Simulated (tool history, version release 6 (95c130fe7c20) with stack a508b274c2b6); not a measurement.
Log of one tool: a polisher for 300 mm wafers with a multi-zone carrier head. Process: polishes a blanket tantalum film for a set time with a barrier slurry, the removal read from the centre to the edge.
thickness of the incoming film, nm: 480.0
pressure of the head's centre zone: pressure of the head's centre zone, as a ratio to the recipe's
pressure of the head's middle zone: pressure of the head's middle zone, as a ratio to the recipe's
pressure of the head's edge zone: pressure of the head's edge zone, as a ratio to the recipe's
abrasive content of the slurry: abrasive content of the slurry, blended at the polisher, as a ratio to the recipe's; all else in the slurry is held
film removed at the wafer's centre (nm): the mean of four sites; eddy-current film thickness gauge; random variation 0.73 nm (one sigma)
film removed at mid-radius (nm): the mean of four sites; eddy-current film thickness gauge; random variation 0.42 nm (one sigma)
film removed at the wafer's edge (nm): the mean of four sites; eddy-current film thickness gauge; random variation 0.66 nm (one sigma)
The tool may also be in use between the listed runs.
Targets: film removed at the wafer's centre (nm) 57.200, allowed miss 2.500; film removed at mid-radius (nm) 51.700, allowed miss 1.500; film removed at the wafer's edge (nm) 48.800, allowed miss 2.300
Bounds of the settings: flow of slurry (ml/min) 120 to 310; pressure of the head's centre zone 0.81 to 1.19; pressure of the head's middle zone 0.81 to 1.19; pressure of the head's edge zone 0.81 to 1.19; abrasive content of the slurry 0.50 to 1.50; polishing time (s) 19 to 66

| run | hour | flow of slurry (ml/min) | pressure of the head's centre zone | pressure of the head's middle zone | pressure of the head's edge zone | abrasive content of the slurry | polishing time (s) | film removed at the wafer's centre (nm) | film removed at mid-radius (nm) | film removed at the wafer's edge (nm) |
|---|---|---|---|---|---|---|---|---|---|---|
| 1 | 0.0 | 200 | 1.00 | 1.00 | 1.00 | 1.00 | 42 | 73.080 | 76.251 | 75.130 |
| 2 | 5.5 | 200 | 1.00 | 1.00 | 0.96 | 1.00 | 42 | 74.660 | 77.263 | 72.193 |
| 3 | 7.8 | 195 | 1.00 | 0.97 | 0.93 | 0.90 | 41 | 70.102 | 70.301 | 68.872 |
| 4 | 10.3 | 200 | 1.02 | 0.97 | 0.91 | 0.80 | 39 | 67.656 | 64.536 | 63.399 |
| 5 | 14.3 | 200 | 1.02 | 1.04 | 0.91 | 0.80 | 39 | 67.148 | 68.464 | 63.854 |
| 6 | 19.3 | 205 | 1.03 | 1.04 | 0.89 | 0.75 | 37 | 62.021 | 63.526 | 58.629 |
| 7 | 19.9 | 205 | 1.05 | 1.03 | 0.88 | 0.70 | 36 | 60.909 | 59.992 | 55.233 |
| 8 | 23.1 | 200 | 1.06 | 1.02 | 0.87 | 0.65 | 36 | 60.550 | 57.626 | 53.825 |
| 9 | 25.5 | 195 | 1.06 | 1.01 | 0.86 | 0.65 | 36 | 59.822 | 56.698 | 52.736 |
| 10 | 27.7 | 185 | 1.06 | 1.00 | 0.86 | 0.65 | 36 | 58.694 | 57.287 | 52.531 |
| 11 | 29.3 | 185 | 1.10 | 0.92 | 0.81 | 0.50 | 35 | 53.948 | 46.995 | 45.015 |
| 12 | 35.0 | 195 | 1.10 | 0.93 | 0.82 | 0.50 | 35 | 53.811 | 46.716 | 45.344 |
| 13 | 39.9 | 205 | 1.12 | 1.02 | 0.87 | 0.70 | 35 | 63.019 | 57.799 | 52.936 |
| 14 | 47.2 | 200 | 1.11 | 1.00 | 0.86 | 0.70 | 35 | 61.805 | 56.620 | 52.954 |
| 15 | 50.8 | 195 | 1.11 | 0.99 | 0.85 | 0.70 | 35 | 62.055 | 56.958 | 51.994 |
| 16 | 51.6 | 170 | 1.07 | 0.90 | 0.83 | 0.60 | 35 | 55.057 | 48.908 | 48.391 |
| 17 | 57.1 | 170 | 1.08 | 0.91 | 0.83 | 0.60 | 35 | 55.108 | 50.090 | 49.325 |
| 18 | 60.0 | 170 | 1.09 | 0.92 | 0.83 | 0.60 | 35 | 54.585 | 49.563 | 48.737 |

4 next moves are on the table. One of them brings every result within its allowed miss. Which?
| A | 62.9 | 150 | 1.09 | 0.87 | 0.89 | 0.55 | 35 | ? | ? | ? |
| B | 62.9 | 120 | 1.05 | 1.00 | 0.92 | 0.50 | 38 | ? | ? | ? |
| C | 62.9 | 175 | 1.09 | 0.95 | 0.81 | 0.70 | 33 | ? | ? | ? |
| D | 62.9 | 180 | 1.12 | 0.91 | 0.82 | 0.50 | 36 | ? | ? | ? |

| move | film removed at the wafer's centre (nm) | film removed at mid-radius (nm) | film removed at the wafer's edge (nm) |
|---|---|---|---|
| A | 53.238 | 45.055 | 47.879 |
| B | 52.036 | 50.910 | 49.504 |
| C | 56.078 | 50.554 | 48.594 |
| D | 55.318 | 46.967 | 46.796 |
A: further off than the last run
B: brings the result that was furthest off to its target, and leaves another outside
C: meets every target
D: further off than the last run
Answer: C

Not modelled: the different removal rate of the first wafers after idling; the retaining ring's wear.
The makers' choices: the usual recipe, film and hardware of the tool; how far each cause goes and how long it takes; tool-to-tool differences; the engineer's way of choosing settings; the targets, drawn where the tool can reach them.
